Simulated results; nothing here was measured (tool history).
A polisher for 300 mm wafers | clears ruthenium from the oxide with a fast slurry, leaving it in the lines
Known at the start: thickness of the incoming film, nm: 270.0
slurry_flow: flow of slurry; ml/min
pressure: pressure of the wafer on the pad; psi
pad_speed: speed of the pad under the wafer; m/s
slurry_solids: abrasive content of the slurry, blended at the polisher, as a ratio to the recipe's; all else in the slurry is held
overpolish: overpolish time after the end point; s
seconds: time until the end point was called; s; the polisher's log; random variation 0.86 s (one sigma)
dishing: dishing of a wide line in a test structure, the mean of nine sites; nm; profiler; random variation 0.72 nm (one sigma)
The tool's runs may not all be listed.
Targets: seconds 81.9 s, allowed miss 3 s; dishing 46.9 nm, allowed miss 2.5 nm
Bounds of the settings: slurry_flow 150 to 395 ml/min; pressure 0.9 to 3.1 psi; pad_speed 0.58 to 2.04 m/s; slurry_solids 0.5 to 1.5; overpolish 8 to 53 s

run	hour	slurry_flow	pressure	pad_speed	slurry_solids	overpolish	seconds	dishing
1	0	250	2	1.3	1	27	75.73	60.956
2	5.9	250	2	1.3	1.1	27	73.86	63.449
3	10.6	250	2	1.3	1.1	26	70.995	63.198
4	17.8	190	2	1.3	1.1	26	76.437	59.611
5	25.1	190	2.3	1.3	1.1	26	65.585	64.334
6	30.9	190	2.2	1.3	1.1	25	68.635	61.888
7	32	190	2.2	1.3	1.1	24	67.907	59.391
8	33	190	2.2	1.3	1.1	23	68.292	57.081
9	34.3	185	2	1.3	1.1	22	75.605	52.721

Which of these 4 next moves meets every target?
A	35.6	150	1.8	1.14	1.3	24	?	?
B	35.6	200	1.9	1.42	0.85	18	?	?
C	35.6	150	1.9	1.2	1.35	21	?	?
D	35.6	155	2	1.28	1.15	20	?	?

move	seconds	dishing
A	91.372	49.178
B	82.144	42.164
C	81.468	48.41
D	77.692	48.356
A: brings the result that was furthest off to its target, and leaves another outside
B: takes the result that was furthest off past its target
C: meets every target
D: brings the result that was furthest off to its target, and leaves another outside
Answer: C

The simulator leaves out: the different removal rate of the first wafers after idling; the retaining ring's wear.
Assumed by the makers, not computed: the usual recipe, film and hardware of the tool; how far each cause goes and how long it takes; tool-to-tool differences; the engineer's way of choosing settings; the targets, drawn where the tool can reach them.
